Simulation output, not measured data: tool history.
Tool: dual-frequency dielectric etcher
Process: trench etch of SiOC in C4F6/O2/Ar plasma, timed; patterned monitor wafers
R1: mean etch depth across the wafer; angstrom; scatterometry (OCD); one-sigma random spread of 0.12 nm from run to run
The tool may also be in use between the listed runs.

run 1 hour=0 | source_power_(W)=480 bias_power_(W)=136 etch_time_(s)=10.5 | R1=209
run 2 hour=2.5 | source_power_(W)=420 bias_power_(W)=136 etch_time_(s)=10.5 | R1=200.5
run 3 hour=7.9 | source_power_(W)=420 bias_power_(W)=159 etch_time_(s)=10.5 | R1=209.55
run 4 hour=15.4 | source_power_(W)=450 bias_power_(W)=162 etch_time_(s)=10.5 | R1=215
run 5 hour=23.5 | source_power_(W)=450 bias_power_(W)=149 etch_time_(s)=10.5 | R1=212.89
run 6 hour=30.7 | source_power_(W)=450 bias_power_(W)=149 etch_time_(s)=9.5 | R1=189.84
run 7 hour=36.9 | source_power_(W)=480 bias_power_(W)=157 etch_time_(s)=9.5 | R1=195.19
run 8 hour=43.8 | source_power_(W)=520 bias_power_(W)=163 etch_time_(s)=9.5 | R1=204.78

The next listed run, before its measurement:
run 9 hour=45.2 | source_power_(W)=540 bias_power_(W)=168 etch_time_(s)=9.5 | R1=?

Run 9 yielded R1 209.25 angstrom.
